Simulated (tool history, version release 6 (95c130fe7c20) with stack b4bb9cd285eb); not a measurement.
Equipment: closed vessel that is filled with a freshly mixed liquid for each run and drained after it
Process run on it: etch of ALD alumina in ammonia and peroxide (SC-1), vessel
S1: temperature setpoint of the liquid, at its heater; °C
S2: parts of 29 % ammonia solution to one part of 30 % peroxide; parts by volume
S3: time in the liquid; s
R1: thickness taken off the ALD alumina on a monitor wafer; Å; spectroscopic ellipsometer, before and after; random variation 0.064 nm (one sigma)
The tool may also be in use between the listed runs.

| run | day | S1 | S2 | S3 | R1 |
|---|---|---|---|---|---|
| 1 | 0 | 53 | 0.55 | 230 | 88.173 |
| 2 | 0.183 | 53 | 0.75 | 230 | 90.047 |
| 3 | 0.562 | 53 | 0.75 | 245 | 96.213 |
| 4 | 0.733 | 52 | 0.75 | 245 | 90.187 |
| 5 | 0.858 | 51.5 | 0.75 | 245 | 88.081 |
| 6 | 1.242 | 51.5 | 0.75 | 245 | 89.458 |
| 7 | 1.375 | 50.5 | 0.75 | 245 | 83.051 |
| 8 | 1.538 | 50 | 0.75 | 245 | 82.334 |
| 9 | 1.704 | 49.5 | 0.75 | 245 | 79.304 |
| 10 | 2.008 | 49 | 0.75 | 245 | 77.394 |

Estimate the outcome of run 11 from the log above:
| 11 | 2.05 | 48.5 | 0.75 | 245 | ? |

Run 11 gave R1 74.57 Å.

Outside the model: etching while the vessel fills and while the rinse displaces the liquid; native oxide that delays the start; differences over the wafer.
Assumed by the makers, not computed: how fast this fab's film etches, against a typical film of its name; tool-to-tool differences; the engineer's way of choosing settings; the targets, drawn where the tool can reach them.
